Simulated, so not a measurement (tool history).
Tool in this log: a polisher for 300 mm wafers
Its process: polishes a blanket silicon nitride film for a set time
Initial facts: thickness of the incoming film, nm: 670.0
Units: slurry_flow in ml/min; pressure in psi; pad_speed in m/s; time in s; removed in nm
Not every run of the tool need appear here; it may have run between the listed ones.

run 1 hour=0.0 | slurry_flow=130 pressure=3.9 pad_speed=1.18 time=76 | removed=150.53
run 2 hour=3.4 | slurry_flow=130 pressure=3.9 pad_speed=1.18 time=80 | removed=157.73
run 3 hour=12.1 | slurry_flow=130 pressure=3.7 pad_speed=1.18 time=80 | removed=150.20
run 4 hour=19.0 | slurry_flow=150 pressure=3.7 pad_speed=1.18 time=80 | removed=153.18
run 5 hour=19.8 | slurry_flow=150 pressure=3.6 pad_speed=1.18 time=80 | removed=147.64
run 6 hour=25.8 | slurry_flow=150 pressure=3.0 pad_speed=1.18 time=80 | removed=128.56
run 7 hour=34.3 | slurry_flow=150 pressure=2.9 pad_speed=1.18 time=80 | removed=120.55
run 8 hour=40.9 | slurry_flow=150 pressure=2.8 pad_speed=1.18 time=80 | removed=117.89

Run 9 is up next; what results do you expect?
run 9 hour=48.0 | slurry_flow=150 pressure=2.6 pad_speed=1.18 time=80 | removed=?

{"run 9": {"removed": 110.66}}
